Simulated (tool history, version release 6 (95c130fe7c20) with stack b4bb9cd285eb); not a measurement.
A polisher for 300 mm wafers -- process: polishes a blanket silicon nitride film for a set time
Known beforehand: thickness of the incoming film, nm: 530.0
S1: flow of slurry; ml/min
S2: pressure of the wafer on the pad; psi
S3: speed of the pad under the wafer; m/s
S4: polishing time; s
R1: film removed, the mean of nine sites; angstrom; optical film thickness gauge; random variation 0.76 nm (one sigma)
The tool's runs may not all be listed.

run 1 hour=0.0 | S1=285 S2=2.5 S3=0.84 S4=54 | R1=642.86
run 2 hour=0.8 | S1=285 S2=2.8 S3=0.84 S4=54 | R1=717.86
run 3 hour=1.4 | S1=285 S2=2.8 S3=0.84 S4=54 | R1=722.90
run 4 hour=7.0 | S1=295 S2=3.1 S3=0.86 S4=54 | R1=818.89
run 5 hour=14.8 | S1=295 S2=3.4 S3=0.88 S4=54 | R1=908.50
run 6 hour=15.7 | S1=295 S2=3.4 S3=0.72 S4=54 | R1=777.34

Run 7 comes next. What will it give?
run 7 hour=23.9 | S1=295 S2=3.4 S3=0.72 S4=54 | R1=?

Run 7 yielded R1 777.03 angstrom.

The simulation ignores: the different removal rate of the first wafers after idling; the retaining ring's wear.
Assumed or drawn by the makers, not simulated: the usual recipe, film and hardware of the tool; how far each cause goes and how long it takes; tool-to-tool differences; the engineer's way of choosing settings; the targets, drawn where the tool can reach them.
